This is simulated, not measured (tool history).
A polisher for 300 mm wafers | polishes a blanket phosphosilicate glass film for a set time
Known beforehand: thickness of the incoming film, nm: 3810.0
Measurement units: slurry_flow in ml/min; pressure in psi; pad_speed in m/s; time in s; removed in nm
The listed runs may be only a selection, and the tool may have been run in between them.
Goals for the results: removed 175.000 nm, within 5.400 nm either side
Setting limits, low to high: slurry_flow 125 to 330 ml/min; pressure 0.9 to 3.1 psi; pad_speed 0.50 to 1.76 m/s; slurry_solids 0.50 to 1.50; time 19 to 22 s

| run | day | slurry_flow | pressure | pad_speed | slurry_solids | time | removed |
|---|---|---|---|---|---|---|---|
| 1 | 0.000 | 210 | 2.0 | 1.12 | 1.00 | 22 | 106.740 |
| 2 | 0.179 | 210 | 1.7 | 1.12 | 1.00 | 22 | 88.808 |
| 3 | 0.250 | 215 | 2.0 | 1.12 | 1.00 | 22 | 104.470 |
| 4 | 0.392 | 215 | 2.3 | 1.12 | 1.00 | 22 | 119.040 |
| 5 | 0.512 | 215 | 2.3 | 1.12 | 1.00 | 19 | 105.540 |
| 6 | 0.612 | 215 | 2.5 | 1.12 | 1.00 | 19 | 114.010 |
| 7 | 0.754 | 215 | 2.7 | 1.18 | 1.00 | 19 | 127.100 |
| 8 | 0.867 | 220 | 2.8 | 1.26 | 1.00 | 19 | 138.580 |
| 9 | 1.183 | 220 | 2.9 | 1.32 | 1.00 | 19 | 145.650 |

Which of these 5 next moves meets every target?
| A | 1.500 | 205 | 3.1 | 1.28 | 1.20 | 21 | ? |
| B | 1.500 | 160 | 3.1 | 1.28 | 1.10 | 20 | ? |
| C | 1.500 | 195 | 3.0 | 1.40 | 1.05 | 19 | ? |
| D | 1.500 | 260 | 3.1 | 1.36 | 0.90 | 20 | ? |
| E | 1.500 | 255 | 3.1 | 1.34 | 1.05 | 20 | ? |

| move | removed |
|---|---|
| A | 187.630 |
| B | 162.940 |
| C | 160.430 |
| D | 159.990 |
| E | 175.140 |
A: pushes the last run's worst result past its target
B: moves toward the targets from the last run without getting all of them in spec
C: moves toward the targets from the last run without getting all of them in spec
D: moves toward the targets from the last run without getting all of them in spec
E: meets every target
Move E is the one to make.

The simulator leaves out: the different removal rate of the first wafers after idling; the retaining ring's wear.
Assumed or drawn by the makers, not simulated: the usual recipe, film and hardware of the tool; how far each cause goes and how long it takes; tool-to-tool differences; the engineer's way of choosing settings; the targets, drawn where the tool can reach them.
